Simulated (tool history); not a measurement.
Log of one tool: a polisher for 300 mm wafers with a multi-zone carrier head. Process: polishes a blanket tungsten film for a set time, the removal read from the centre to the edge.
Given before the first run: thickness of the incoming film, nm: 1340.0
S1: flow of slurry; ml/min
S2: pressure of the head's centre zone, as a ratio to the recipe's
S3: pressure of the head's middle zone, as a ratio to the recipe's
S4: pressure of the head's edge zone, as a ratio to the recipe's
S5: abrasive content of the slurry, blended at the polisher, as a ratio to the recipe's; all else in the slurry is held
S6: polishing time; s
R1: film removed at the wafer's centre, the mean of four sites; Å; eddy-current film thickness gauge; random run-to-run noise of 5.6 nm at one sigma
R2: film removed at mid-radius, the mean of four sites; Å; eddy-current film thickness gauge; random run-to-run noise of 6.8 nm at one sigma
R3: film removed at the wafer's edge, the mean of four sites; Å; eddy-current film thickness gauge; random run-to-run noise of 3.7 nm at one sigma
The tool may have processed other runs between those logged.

run,hour,S1,S2,S3,S4,S5,S6,R1,R2,R3
1,0,315,1,1,1,1,77,5894,5462.1,5480
2,2.6,315,1,1,0.94,1,77,5895.4,5415.4,5363
3,5.5,315,1.05,1,0.94,1,77,6057.2,5487.4,5382.1
4,13.6,315,1.05,1,0.97,1,77,5905.6,5463.4,5462.1
5,16.5,315,1.05,1.06,0.97,1,77,6058,5796.7,5506
6,24.7,300,1.01,1.07,1.01,0.95,76,5596.9,5667.3,5386.2

Run 7 comes next. What will it give?
7,28.4,285,0.98,1.06,1.03,0.9,76,?,?,?

Run 7 produced R1 5359.4 Å, R2 5478.2 Å, R3 5285.7 Å.
